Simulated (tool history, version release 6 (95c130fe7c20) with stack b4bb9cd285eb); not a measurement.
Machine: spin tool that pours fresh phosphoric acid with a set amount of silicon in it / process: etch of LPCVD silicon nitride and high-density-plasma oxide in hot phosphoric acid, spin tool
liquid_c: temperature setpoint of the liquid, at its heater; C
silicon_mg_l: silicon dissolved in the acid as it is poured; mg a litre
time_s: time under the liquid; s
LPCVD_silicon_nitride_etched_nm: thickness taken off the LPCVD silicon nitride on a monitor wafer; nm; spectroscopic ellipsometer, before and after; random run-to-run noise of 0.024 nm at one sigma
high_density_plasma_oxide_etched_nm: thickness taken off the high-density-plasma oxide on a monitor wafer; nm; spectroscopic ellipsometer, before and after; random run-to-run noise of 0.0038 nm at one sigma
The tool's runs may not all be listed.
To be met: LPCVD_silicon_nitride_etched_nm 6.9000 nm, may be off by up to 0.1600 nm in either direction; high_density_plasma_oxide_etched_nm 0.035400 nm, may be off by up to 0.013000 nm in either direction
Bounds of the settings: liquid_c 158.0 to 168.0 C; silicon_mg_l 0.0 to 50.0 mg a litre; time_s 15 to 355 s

run	hour	liquid_c	silicon_mg_l	time_s	LPCVD_silicon_nitride_etched_nm	high_density_plasma_oxide_etched_nm
1	0.0	163.0	24.5	180	15.0370	0.226040
2	7.7	163.0	33.0	180	14.9510	0.135820
3	10.7	163.0	45.5	180	14.9930	0.070824
4	16.9	162.5	45.0	160	13.1080	0.056008
5	19.7	162.0	43.0	145	11.6280	0.068001
6	20.6	161.5	44.0	135	10.6660	0.049582
7	24.2	161.0	43.0	125	9.7960	0.051172
8	33.2	160.5	43.0	120	9.1770	0.035859
9	35.9	160.0	41.0	115	8.6573	0.040012
10	43.7	158.0	40.0	80	5.6024	0.027533
11	46.4	158.5	40.0	80	5.7248	0.032857
12	54.9	161.0	50.0	105	8.1555	0.039495
13	56.4	160.5	48.0	105	8.0118	0.031776
14	58.3	160.0	46.5	105	7.9137	0.032499
15	59.5	159.5	45.0	105	7.7842	0.033374
16	60.6	159.5	44.0	105	7.7318	0.034264
17	63.4	159.5	43.0	105	7.7835	0.034147
18	67.7	159.5	42.0	105	7.8006	0.042423
19	72.7	158.5	42.0	100	7.1160	0.031926
20	74.8	158.0	35.5	100	7.0544	0.051645

Below are 4 possible settings for the next run. Only one of them brings all results inside the allowed miss of their targets. Which is it?
A	76.9	160.5	42.0	90	?	?
B	76.9	158.0	25.0	105	?	?
C	76.9	158.0	7.5	105	?	?
D	76.9	162.0	43.5	90	?	?

move	LPCVD_silicon_nitride_etched_nm	high_density_plasma_oxide_etched_nm
A	6.8926	0.036827
B	7.3885	0.082254
C	7.3885	0.130240
D	7.2484	0.036404
A: all results in spec
B: the biggest miss grows against the last run
C: the biggest miss grows against the last run
D: corrects the largest miss of the last run, while another result sits out of spec
So the answer is move A, the one that meets all the targets.
